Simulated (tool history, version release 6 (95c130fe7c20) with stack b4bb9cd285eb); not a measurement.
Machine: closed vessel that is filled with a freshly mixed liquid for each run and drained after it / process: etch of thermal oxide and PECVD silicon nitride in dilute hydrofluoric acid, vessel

run    day  temperature setpoint of the liquid (°C)  parts of water to one part of 49 % hydrofluoric acid (parts by volume)  time in the liquid (s)  thickness taken off the thermal oxide on a monitor wafer (Å)  thickness taken off the PECVD silicon nitride on a monitor wafer (Å)
  1      0                                       20                                                                      50                      60                                                        51.379                                                                20.437
  2  0.146                                     21.5                                                                      45                      60                                                        62.574                                                                 24.61
  3  0.329                                       23                                                                      45                      60                                                        66.344                                                                28.166
  4  0.533                                     23.5                                                                      45                      60                                                        67.411                                                                28.519
  5  0.758                                     26.5                                                                      45                      60                                                        75.782                                                                34.507
  6  0.867                                     26.5                                                                      55                      60                                                        61.276                                                                29.045
  7  1.025                                     26.5                                                                      50                      60                                                         68.35                                                                32.307
  8  1.308                                     26.5                                                                      45                      60                                                        75.872                                                                35.461
  9  1.404                                       26                                                                      45                      60                                                         75.17                                                                35.265

Estimate the outcome of run 10 from the log above:
 10  1.458                                     25.5                                                                      45                      60                                                             ?                                                                     ?

{"run 10": {"thickness taken off the thermal oxide on a monitor wafer (Å)": 72.734, "thickness taken off the PECVD silicon nitride on a monitor wafer (Å)": 33.738}}
